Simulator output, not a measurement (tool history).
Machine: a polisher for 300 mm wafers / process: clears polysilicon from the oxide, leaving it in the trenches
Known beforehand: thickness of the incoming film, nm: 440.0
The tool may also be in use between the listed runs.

run	hour	flow of slurry (ml/min)	pressure of the wafer on the pad (psi)	speed of the pad under the wafer (cm/s)	overpolish time after the end point (s)	time until the end point was called (s)	dishing of a wide line in a test structure (angstrom)
1	0.0	170	2.5	108	10	40.049	309.93
2	7.2	170	3.0	108	10	33.817	320.13
3	14.1	165	2.6	98	10	41.053	296.12
4	20.0	165	2.6	98	6	42.982	261.31
5	28.5	130	2.6	98	6	44.193	257.14
6	36.4	170	2.6	98	6	40.132	258.17

What does the tool deliver on the next run?
7	37.7	160	2.3	90	7	?	?

{"run 7": {"time until the end point was called (s)": 53.977, "dishing of a wide line in a test structure (angstrom)": 250.89}}
